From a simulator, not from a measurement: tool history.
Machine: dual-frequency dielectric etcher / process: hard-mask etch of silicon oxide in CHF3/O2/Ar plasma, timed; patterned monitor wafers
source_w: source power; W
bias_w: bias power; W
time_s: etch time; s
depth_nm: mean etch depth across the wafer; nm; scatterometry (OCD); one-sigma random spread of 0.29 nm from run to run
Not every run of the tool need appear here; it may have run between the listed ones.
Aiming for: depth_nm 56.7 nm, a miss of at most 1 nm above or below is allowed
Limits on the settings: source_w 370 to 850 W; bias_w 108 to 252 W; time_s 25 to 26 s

run,day,source_w,bias_w,time_s,depth_nm
1,0,610,180,25,49.518
2,0.212,630,181,25,50.156
3,0.362,560,181,25,48.032
4,0.454,560,181,26,50.306
5,0.804,560,181,26,50.083
6,0.988,580,182,26,51.119
7,1.238,600,183,26,51.176
8,1.538,600,183,26,51.461
9,1.725,620,184,26,51.878
10,1.862,640,186,26,52.979
11,2.025,640,186,26,52.522
12,2.258,660,188,26,54.007
13,2.546,670,188,26,53.803
14,2.696,680,189,26,53.609
15,3.071,690,190,26,54.472
16,3.279,700,191,26,54.65
17,3.462,710,192,26,55.927

Which one of the following 4 next-run settings gets every result inside its allowed miss? There is exactly one.
A,3.646,700,220,25.5,?
B,3.646,750,181,25.5,?
C,3.646,660,201,26,?
D,3.646,740,203,25,?

move,depth_nm
A,56.435
B,54.508
C,54.818
D,55.041
A: hits every target within its allowed miss
B: misses by more than the last run did
C: misses by more than the last run did
D: misses by more than the last run did
A meets every target.

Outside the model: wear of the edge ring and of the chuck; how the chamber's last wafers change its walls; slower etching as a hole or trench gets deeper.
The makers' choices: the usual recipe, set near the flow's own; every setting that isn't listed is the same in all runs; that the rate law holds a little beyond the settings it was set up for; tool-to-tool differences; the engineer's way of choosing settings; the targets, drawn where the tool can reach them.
